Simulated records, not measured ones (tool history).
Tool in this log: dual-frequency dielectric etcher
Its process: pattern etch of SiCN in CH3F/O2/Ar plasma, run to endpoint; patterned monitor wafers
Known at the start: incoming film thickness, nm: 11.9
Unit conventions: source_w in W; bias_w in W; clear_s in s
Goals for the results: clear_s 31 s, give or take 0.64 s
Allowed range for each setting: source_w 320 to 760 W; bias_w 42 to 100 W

| run | hour | source_w | bias_w | clear_s |
|---|---|---|---|---|
| 1 | 0 | 540 | 71 | 27.756 |
| 2 | 5.6 | 620 | 71 | 26.473 |
| 3 | 10.4 | 560 | 69 | 27.907 |
| 4 | 18.1 | 480 | 69 | 29.824 |
| 5 | 23.2 | 480 | 74 | 29.148 |
| 6 | 30.7 | 520 | 74 | 28.024 |
| 7 | 37.2 | 490 | 73 | 29.21 |
| 8 | 43.7 | 470 | 73 | 29.629 |
| 9 | 52.3 | 410 | 71 | 31.749 |

Which one of the following 5 next-run settings gets every result inside its allowed miss? There is exactly one.
| A | 60.9 | 400 | 63 | ? |
| B | 60.9 | 360 | 78 | ? |
| C | 60.9 | 410 | 66 | ? |
| D | 60.9 | 360 | 69 | ? |
| E | 60.9 | 470 | 62 | ? |

| move | clear_s |
|---|---|
| A | 33.386 |
| B | 32.651 |
| C | 32.493 |
| D | 34.064 |
| E | 31.12 |
A: misses by more than the last run did
B: misses by more than the last run did
C: misses by more than the last run did
D: misses by more than the last run did
E: in spec on every target
Answer: E
